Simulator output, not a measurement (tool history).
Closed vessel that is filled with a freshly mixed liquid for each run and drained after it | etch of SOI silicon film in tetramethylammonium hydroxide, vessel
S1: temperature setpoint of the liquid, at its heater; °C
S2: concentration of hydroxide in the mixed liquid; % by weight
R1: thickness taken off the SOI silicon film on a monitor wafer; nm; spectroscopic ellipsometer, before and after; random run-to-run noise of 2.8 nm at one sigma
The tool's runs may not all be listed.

{"run": 1, "hour": 0.0, "S1": 71.0, "S2": 20.0, "time in the liquid (s)": 90, "R1": 539.77}
{"run": 2, "hour": 4.5, "S1": 71.0, "S2": 20.0, "time in the liquid (s)": 95, "R1": 568.11}
{"run": 3, "hour": 5.7, "S1": 66.5, "S2": 20.0, "time in the liquid (s)": 95, "R1": 429.69}
{"run": 4, "hour": 7.5, "S1": 62.5, "S2": 20.0, "time in the liquid (s)": 95, "R1": 343.16}
{"run": 5, "hour": 13.1, "S1": 62.5, "S2": 20.0, "time in the liquid (s)": 90, "R1": 323.85}
{"run": 6, "hour": 20.6, "S1": 64.5, "S2": 20.0, "time in the liquid (s)": 90, "R1": 362.88}

Predict the results of run 7:
{"run": 7, "hour": 22.5, "S1": 66.5, "S2": 20.0, "time in the liquid (s)": 90, "R1": "?"}

R1: 415.08 nm
